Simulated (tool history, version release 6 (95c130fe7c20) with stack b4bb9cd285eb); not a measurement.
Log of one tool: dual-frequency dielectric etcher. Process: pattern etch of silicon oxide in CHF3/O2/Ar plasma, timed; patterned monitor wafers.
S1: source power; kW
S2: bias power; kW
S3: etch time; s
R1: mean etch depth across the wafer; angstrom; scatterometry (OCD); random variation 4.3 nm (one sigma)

run 1 hour=0 | S1=0.62 S2=0.201 S3=513 | R1=11090
run 2 hour=4.2 | S1=0.62 S2=0.172 S3=513 | R1=10380
run 3 hour=12.8 | S1=0.51 S2=0.172 S3=513 | R1=9805.9
run 4 hour=20.1 | S1=0.5 S2=0.171 S3=513 | R1=9750.9
run 5 hour=21.7 | S1=0.5 S2=0.171 S3=535.5 | R1=10084
run 6 hour=29.6 | S1=0.49 S2=0.169 S3=535 | R1=10043
run 7 hour=36.8 | S1=0.48 S2=0.167 S3=534.5 | R1=9934.9

The next listed run, before its measurement:
run 8 hour=37.5 | S1=0.47 S2=0.165 S3=534 | R1=?

Run 8 gave R1 9782.2 angstrom.

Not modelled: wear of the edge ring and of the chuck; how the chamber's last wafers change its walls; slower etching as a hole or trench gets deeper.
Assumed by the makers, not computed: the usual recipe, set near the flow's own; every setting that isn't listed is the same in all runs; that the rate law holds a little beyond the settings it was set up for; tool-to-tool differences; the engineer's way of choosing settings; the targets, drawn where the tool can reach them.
